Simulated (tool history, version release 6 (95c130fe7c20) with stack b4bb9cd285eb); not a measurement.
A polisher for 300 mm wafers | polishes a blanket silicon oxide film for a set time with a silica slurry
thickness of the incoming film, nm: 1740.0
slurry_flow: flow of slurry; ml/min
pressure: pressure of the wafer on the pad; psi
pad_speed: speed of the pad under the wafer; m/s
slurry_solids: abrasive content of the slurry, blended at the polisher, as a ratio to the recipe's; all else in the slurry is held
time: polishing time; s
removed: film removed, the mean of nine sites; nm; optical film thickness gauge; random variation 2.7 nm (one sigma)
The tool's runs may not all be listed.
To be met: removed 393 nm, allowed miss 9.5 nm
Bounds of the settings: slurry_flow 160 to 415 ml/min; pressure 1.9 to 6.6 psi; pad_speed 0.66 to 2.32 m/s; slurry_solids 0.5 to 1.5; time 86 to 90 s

Run 1, hour 0: slurry_flow 265 ml/min, pressure 4.2 psi, pad_speed 1.48 m/s, slurry_solids 1, time 86 s. Result: removed 434.84 nm.
Run 2, hour 3.5: slurry_flow 265 ml/min, pressure 4.2 psi, pad_speed 1.48 m/s, slurry_solids 1, time 90 s. Result: removed 452.55 nm.
Run 3, hour 10.2: slurry_flow 265 ml/min, pressure 4.2 psi, pad_speed 1.48 m/s, slurry_solids 0.9, time 90 s. Result: removed 428.71 nm.
Run 4, hour 19: slurry_flow 265 ml/min, pressure 4.2 psi, pad_speed 1.48 m/s, slurry_solids 0.9, time 86 s. Result: removed 412.71 nm.
Run 5, hour 27.3: slurry_flow 325 ml/min, pressure 4.2 psi, pad_speed 1.48 m/s, slurry_solids 0.9, time 86 s. Result: removed 413.2 nm.
Run 6, hour 28.7: slurry_flow 325 ml/min, pressure 3.2 psi, pad_speed 1.48 m/s, slurry_solids 0.9, time 86 s. Result: removed 321.61 nm.
Run 7, hour 34.7: slurry_flow 325 ml/min, pressure 3.4 psi, pad_speed 1.48 m/s, slurry_solids 0.9, time 86 s. Result: removed 334.28 nm.
Run 8, hour 38.3: slurry_flow 325 ml/min, pressure 3.5 psi, pad_speed 1.48 m/s, slurry_solids 0.9, time 86 s. Result: removed 341.81 nm.
Run 9, hour 40.8: slurry_flow 325 ml/min, pressure 3.6 psi, pad_speed 1.48 m/s, slurry_solids 0.9, time 86 s. Result: removed 354.17 nm.
Run 10, hour 47: slurry_flow 325 ml/min, pressure 3.7 psi, pad_speed 1.48 m/s, slurry_solids 0.9, time 86 s. Result: removed 365.35 nm.
Run 11, hour 53.6: slurry_flow 325 ml/min, pressure 3.8 psi, pad_speed 1.48 m/s, slurry_solids 0.9, time 86 s. Result: removed 376.22 nm.

Which of these 4 next moves meets every target?
Run A, hour 60.2: slurry_flow 350 ml/min, pressure 4.4 psi, pad_speed 1.22 m/s, slurry_solids 0.8, time 90 s. Result: removed ?.
Run B, hour 60.2: slurry_flow 330 ml/min, pressure 3.7 psi, pad_speed 1.32 m/s, slurry_solids 0.9, time 90 s. Result: removed ?.
Run C, hour 60.2: slurry_flow 335 ml/min, pressure 4.1 psi, pad_speed 1.42 m/s, slurry_solids 0.9, time 86 s. Result: removed ?.
Run D, hour 60.2: slurry_flow 315 ml/min, pressure 3.6 psi, pad_speed 1.6 m/s, slurry_solids 0.85, time 87 s. Result: removed ?.

move  removed
   A   366.58
   B   349.93
   C   391.89
   D   371.93
A: further off than the last run
B: further off than the last run
C: meets every target
D: further off than the last run
Move C is the one to make.
